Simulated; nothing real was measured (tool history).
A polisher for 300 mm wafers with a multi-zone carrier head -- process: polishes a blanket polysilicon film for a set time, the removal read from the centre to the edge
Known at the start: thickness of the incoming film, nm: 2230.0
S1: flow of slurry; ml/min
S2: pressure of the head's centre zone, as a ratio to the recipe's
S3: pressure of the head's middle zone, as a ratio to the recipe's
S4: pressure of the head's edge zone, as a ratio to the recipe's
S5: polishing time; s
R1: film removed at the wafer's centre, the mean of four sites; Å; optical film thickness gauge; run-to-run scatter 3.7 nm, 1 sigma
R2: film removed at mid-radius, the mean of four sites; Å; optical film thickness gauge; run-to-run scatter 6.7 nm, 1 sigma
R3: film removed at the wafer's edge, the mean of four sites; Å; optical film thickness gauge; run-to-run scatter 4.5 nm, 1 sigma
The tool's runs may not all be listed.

| run | hour | S1 | S2 | S3 | S4 | S5 | R1 | R2 | R3 |
|---|---|---|---|---|---|---|---|---|---|
| 1 | 0 | 305 | 1 | 1 | 1 | 64 | 4740.2 | 4859.4 | 4932.4 |
| 2 | 1.2 | 305 | 0.93 | 1 | 1 | 64 | 4410.6 | 4784.9 | 4989.3 |
| 3 | 9 | 300 | 0.91 | 1 | 1 | 64 | 4288.5 | 4951.4 | 4981.4 |
| 4 | 10.1 | 300 | 0.9 | 0.98 | 1 | 64 | 4243.6 | 4846.8 | 5023.2 |
| 5 | 13.9 | 300 | 0.89 | 0.97 | 1 | 64 | 4194.6 | 4866.1 | 4879.1 |
| 6 | 19.8 | 355 | 0.89 | 0.97 | 1 | 64 | 4297.2 | 4884 | 4966 |
| 7 | 27.4 | 350 | 0.88 | 0.95 | 1.01 | 64 | 4236.1 | 4742.1 | 5069.6 |
| 8 | 32 | 345 | 0.87 | 0.94 | 1.01 | 64 | 4208 | 4733.4 | 5084.1 |

Forecast run 9:
| 9 | 33.5 | 340 | 0.86 | 0.93 | 1.01 | 64 | ? | ? | ? |

{"run 9": {"R1": 4086.6, "R2": 4700.7, "R3": 5076.9}}

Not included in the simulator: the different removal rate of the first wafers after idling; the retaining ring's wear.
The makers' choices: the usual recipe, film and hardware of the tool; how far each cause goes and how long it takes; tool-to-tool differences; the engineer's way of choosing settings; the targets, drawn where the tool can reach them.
